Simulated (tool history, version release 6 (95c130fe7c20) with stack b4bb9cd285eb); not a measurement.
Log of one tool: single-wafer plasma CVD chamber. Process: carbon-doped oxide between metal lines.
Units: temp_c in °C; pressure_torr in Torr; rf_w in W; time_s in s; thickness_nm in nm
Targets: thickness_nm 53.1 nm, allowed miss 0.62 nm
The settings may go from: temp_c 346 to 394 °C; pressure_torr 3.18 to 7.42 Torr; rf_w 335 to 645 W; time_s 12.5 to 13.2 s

run	hour	temp_c	pressure_torr	rf_w	time_s	thickness_nm
1	0	370	5.3	490	13.2	60.533
2	1.3	375	4.68	475	13.2	57.937
3	3.1	379	4.24	465	13.2	55.785
4	7.7	379	3.87	465	13.2	54.96
5	9.6	379	3.87	490	13.2	56.76
6	16.6	382	3.64	485	13.2	55.471
7	21.2	385	3.49	485	13.2	54.988
8	29.3	387	3.39	480	13.2	54.005
9	32	388	3.34	480	13.2	53.832
10	36.8	389	3.3	480	13.2	53.756

4 next moves are on the table. One of them brings every result within its allowed miss. Which?
A	41.6	387	3.24	485	13.2	?
B	41.6	385	3.24	490	13.1	?
C	41.6	386	3.18	485	13.2	?
D	41.6	385	3.41	465	13.1	?

move	thickness_nm
A	54.179
B	54.335
C	54.227
D	52.992
A: further off than the last run
B: further off than the last run
C: further off than the last run
D: meets every target
Answer: D
